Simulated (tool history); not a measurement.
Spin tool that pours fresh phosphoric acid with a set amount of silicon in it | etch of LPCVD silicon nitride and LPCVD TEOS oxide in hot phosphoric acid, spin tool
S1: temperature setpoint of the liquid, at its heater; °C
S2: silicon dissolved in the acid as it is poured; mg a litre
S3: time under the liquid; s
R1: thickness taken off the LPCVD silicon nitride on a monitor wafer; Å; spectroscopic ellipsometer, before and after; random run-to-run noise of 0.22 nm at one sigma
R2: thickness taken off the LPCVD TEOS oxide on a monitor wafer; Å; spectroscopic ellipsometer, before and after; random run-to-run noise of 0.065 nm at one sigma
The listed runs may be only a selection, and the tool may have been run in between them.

{"run": 1, "hour": 0.0, "S1": 160, "S2": 13.5, "S3": 155, "R1": 112.67, "R2": 2.5149}
{"run": 2, "hour": 1.8, "S1": 161, "S2": 14, "S3": 180, "R1": 133.7, "R2": 3.41}
{"run": 3, "hour": 4.4, "S1": 161, "S2": 20.5, "S3": 180, "R1": 136.24, "R2": 1.9866}
{"run": 4, "hour": 9.8, "S1": 161.5, "S2": 19.5, "S3": 200, "R1": 154.92, "R2": 3.2593}
{"run": 5, "hour": 13.3, "S1": 163.5, "S2": 19.5, "S3": 200, "R1": 163.11, "R2": 3.2423}
{"run": 6, "hour": 17.0, "S1": 163.5, "S2": 19.5, "S3": 215, "R1": 174.63, "R2": 3.3852}
{"hour": 24.4, "done": "heated supply line repaired"}
{"run": 7, "hour": 24.4, "S1": 165, "S2": 13, "S3": 260, "R1": 243.46, "R2": 7.2228}

Run 8, settings as shown, results not yet in. Your forecast:
{"run": 8, "hour": 27.2, "S1": 164.5, "S2": 14, "S3": 260, "R1": "?", "R2": "?"}

Run 8 gave R1 238.47 Å, R2 7.4231 Å.
